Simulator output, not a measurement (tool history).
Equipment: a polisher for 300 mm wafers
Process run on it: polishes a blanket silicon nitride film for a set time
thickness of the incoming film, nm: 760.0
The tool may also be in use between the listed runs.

| run | hour | flow of slurry (ml/min) | pressure of the wafer on the pad (psi) | speed of the pad under the wafer (m/s) | polishing time (s) | film removed (nm) |
|---|---|---|---|---|---|---|
| 1 | 0 | 260 | 3.8 | 1.22 | 25 | 57.021 |
| 2 | 4 | 260 | 3.8 | 1.22 | 25 | 57.066 |
| 3 | 5.4 | 260 | 3.8 | 1.22 | 25 | 56.724 |
| 4 | 8.9 | 260 | 3.4 | 1.22 | 25 | 51.705 |
| 5 | 13.9 | 260 | 3.5 | 1.22 | 25 | 52.669 |
| 6 | 19.8 | 260 | 3.6 | 1.22 | 25 | 54.764 |
| 7 | 25.6 | 260 | 3.7 | 1.22 | 25 | 55.604 |
| 8 | 31.1 | 260 | 3.8 | 1.22 | 25 | 57.017 |
| 9 | 38.9 | 260 | 3.9 | 1.22 | 25 | 58.533 |

Run 10 has not been measured yet. What should we expect?
| 10 | 41.6 | 260 | 4 | 1.22 | 25 | ? |

film removed (nm): 59.67

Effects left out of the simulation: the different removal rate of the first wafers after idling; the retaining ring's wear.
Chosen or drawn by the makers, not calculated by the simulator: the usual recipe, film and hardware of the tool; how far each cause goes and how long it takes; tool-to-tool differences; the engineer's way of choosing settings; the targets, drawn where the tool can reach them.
